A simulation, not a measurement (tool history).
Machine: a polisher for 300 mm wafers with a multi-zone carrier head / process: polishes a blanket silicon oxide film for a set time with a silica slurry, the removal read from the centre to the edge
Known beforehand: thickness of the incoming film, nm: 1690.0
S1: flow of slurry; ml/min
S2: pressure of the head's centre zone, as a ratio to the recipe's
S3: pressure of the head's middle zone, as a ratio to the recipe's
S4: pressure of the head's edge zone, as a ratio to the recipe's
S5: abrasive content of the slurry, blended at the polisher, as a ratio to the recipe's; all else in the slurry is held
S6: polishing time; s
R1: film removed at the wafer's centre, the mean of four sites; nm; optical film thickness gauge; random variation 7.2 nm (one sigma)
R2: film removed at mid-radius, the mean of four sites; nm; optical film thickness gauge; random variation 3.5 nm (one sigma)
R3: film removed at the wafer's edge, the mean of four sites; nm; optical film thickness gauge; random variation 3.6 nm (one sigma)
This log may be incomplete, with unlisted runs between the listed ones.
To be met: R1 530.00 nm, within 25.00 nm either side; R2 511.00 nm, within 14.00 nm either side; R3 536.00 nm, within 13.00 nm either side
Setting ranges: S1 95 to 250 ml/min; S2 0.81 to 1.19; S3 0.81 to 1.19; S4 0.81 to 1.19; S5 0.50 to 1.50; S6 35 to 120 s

run	hour	S1	S2	S3	S4	S5	S6	R1	R2	R3
1	0.0	160	1.00	1.00	1.00	1.00	77	402.13	414.76	386.44
2	3.7	170	1.01	0.99	1.06	1.15	77	427.12	437.76	419.30
3	8.9	175	1.02	0.97	1.09	1.25	78	452.59	451.18	447.20
4	15.5	175	1.02	0.94	1.09	1.25	78	456.15	446.70	441.48
5	21.4	175	1.02	0.94	1.09	1.25	96	554.00	544.97	547.21
6	25.5	175	1.02	0.94	1.09	1.25	115	673.89	651.50	666.16
7	27.5	130	0.92	0.84	0.99	1.05	115	539.73	539.16	561.18
8	28.7	125	0.92	0.83	0.98	1.05	115	524.62	524.92	557.70

Exercise: of the 4 proposed moves below, exactly one satisfies all targets within the stated allowed misses. Which move is it?
A	29.9	140	0.82	0.81	1.01	1.35	105	?	?	?
B	29.9	135	0.92	0.87	1.04	1.05	114	?	?	?
C	29.9	135	0.94	0.90	0.90	1.00	114	?	?	?
D	29.9	105	0.95	0.83	0.94	1.25	110	?	?	?

move	R1	R2	R3
A	505.57	533.67	579.56
B	541.04	549.41	579.10
C	539.93	551.53	532.24
D	525.63	510.89	541.73
A: its largest miss is bigger than the last run's
B: its largest miss is bigger than the last run's
C: brings the result that was furthest off to its target, and leaves another outside
D: every result lands within tolerance
The move that meets every target is D.
